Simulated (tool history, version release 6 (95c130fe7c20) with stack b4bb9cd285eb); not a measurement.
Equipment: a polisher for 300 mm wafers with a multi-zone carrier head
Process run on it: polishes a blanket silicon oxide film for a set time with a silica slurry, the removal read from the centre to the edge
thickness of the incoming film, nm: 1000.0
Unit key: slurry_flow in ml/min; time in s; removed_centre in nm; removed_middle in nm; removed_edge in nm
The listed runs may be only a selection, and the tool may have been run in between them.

run	day	slurry_flow	centre_zone	middle_zone	edge_zone	slurry_solids	time	removed_centre	removed_middle	removed_edge
1	0	230	1	1	1	1	87	250.12	258	270.74
2	0.346	255	1	1	1	1	87	259.25	258.61	272.18
3	0.371	310	1	1	1	1	87	271.77	268.18	279.35
4	0.742	295	0.98	1.02	0.98	1	87	261.56	268.43	267.49
# day 1.062: slurry nozzle cleaned
5	1.062	295	0.98	1.02	0.98	1.2	87	305.07	328.32	325.49
6	1.238	285	0.95	1.02	0.96	1.15	87	293.93	322.58	311
7	1.317	285	0.95	1.02	0.96	1.15	87	296.26	321.17	308.69

Expected results for the next run?
8	1.521	245	0.85	1.01	0.86	0.9	86	?	?	?

removed_centre: 210.54 nm
removed_middle: 260.93 nm
removed_edge: 249.91 nm

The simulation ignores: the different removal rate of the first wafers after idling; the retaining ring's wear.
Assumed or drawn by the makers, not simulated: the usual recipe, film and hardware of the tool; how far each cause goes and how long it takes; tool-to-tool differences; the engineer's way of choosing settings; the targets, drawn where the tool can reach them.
